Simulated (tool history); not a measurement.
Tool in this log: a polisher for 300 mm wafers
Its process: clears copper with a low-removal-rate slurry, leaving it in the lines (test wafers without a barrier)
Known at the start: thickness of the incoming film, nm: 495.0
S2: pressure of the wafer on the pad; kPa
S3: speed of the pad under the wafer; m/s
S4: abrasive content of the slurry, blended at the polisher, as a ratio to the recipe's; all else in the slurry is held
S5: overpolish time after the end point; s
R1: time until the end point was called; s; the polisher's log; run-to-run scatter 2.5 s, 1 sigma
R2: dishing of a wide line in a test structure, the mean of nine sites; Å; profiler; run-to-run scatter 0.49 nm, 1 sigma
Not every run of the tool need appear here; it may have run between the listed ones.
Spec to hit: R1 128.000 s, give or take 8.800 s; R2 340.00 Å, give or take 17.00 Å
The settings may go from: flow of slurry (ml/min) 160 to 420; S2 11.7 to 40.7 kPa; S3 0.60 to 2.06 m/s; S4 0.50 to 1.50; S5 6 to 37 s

Run 1, day 0.000: flow of slurry (ml/min) 270, S2 26.2 kPa, S3 1.32 m/s, S4 1.00, S5 19 s. Result: R1 95.267 s, R2 576.31 Å.
Run 2, day 0.083: flow of slurry (ml/min) 270, S2 24.1 kPa, S3 1.32 m/s, S4 1.00, S5 17 s. Result: R1 92.704 s, R2 537.87 Å.
Run 3, day 0.317: flow of slurry (ml/min) 270, S2 22.1 kPa, S3 1.24 m/s, S4 1.00, S5 16 s. Result: R1 109.540 s, R2 457.10 Å.
Run 4, day 0.396: flow of slurry (ml/min) 270, S2 22.1 kPa, S3 1.24 m/s, S4 1.10, S5 16 s. Result: R1 105.870 s, R2 467.95 Å.
Run 5, day 0.717: flow of slurry (ml/min) 270, S2 27.6 kPa, S3 1.24 m/s, S4 1.10, S5 16 s. Result: R1 92.931 s, R2 531.87 Å.
Run 6, day 0.746: flow of slurry (ml/min) 270, S2 27.6 kPa, S3 1.36 m/s, S4 1.10, S5 16 s. Result: R1 85.017 s, R2 564.50 Å.
Run 7, day 1.062: flow of slurry (ml/min) 270, S2 24.1 kPa, S3 1.32 m/s, S4 1.10, S5 15 s. Result: R1 96.784 s, R2 477.60 Å.
Run 8, day 1.154: flow of slurry (ml/min) 270, S2 21.4 kPa, S3 1.32 m/s, S4 1.10, S5 15 s. Result: R1 99.134 s, R2 465.41 Å.
Run 9, day 1.425: flow of slurry (ml/min) 270, S2 21.4 kPa, S3 1.32 m/s, S4 1.10, S5 15 s. Result: R1 97.894 s, R2 461.39 Å.
Run 10, day 1.692: flow of slurry (ml/min) 270, S2 19.3 kPa, S3 1.28 m/s, S4 1.10, S5 15 s. Result: R1 104.360 s, R2 425.67 Å.
Run 11, day 2.046: flow of slurry (ml/min) 270, S2 17.2 kPa, S3 1.26 m/s, S4 1.10, S5 15 s. Result: R1 114.350 s, R2 400.72 Å.

Which of these 5 next moves meets every target?
Run A, day 2.400: flow of slurry (ml/min) 310, S2 11.7 kPa, S3 1.42 m/s, S4 1.05, S5 13 s. Result: R1 ?, R2 ?.
Run B, day 2.400: flow of slurry (ml/min) 290, S2 11.7 kPa, S3 1.36 m/s, S4 1.15, S5 22 s. Result: R1 ?, R2 ?.
Run C, day 2.400: flow of slurry (ml/min) 300, S2 14.5 kPa, S3 1.32 m/s, S4 1.05, S5 23 s. Result: R1 ?, R2 ?.
Run D, day 2.400: flow of slurry (ml/min) 310, S2 14.5 kPa, S3 1.26 m/s, S4 1.05, S5 21 s. Result: R1 ?, R2 ?.
Run E, day 2.400: flow of slurry (ml/min) 335, S2 16.5 kPa, S3 1.74 m/s, S4 1.10, S5 14 s. Result: R1 ?, R2 ?.

move       R1      R2
   A  130.680  332.36
   B  133.090  490.30
   C  127.040  527.10
   D  131.620  481.96
   E   92.128  467.48
A: all results land within tolerance of their targets
B: its largest miss is bigger than the last run's
C: its largest miss is bigger than the last run's
D: its largest miss is bigger than the last run's
E: its largest miss is bigger than the last run's
So the answer is move A, the one that meets all the targets.
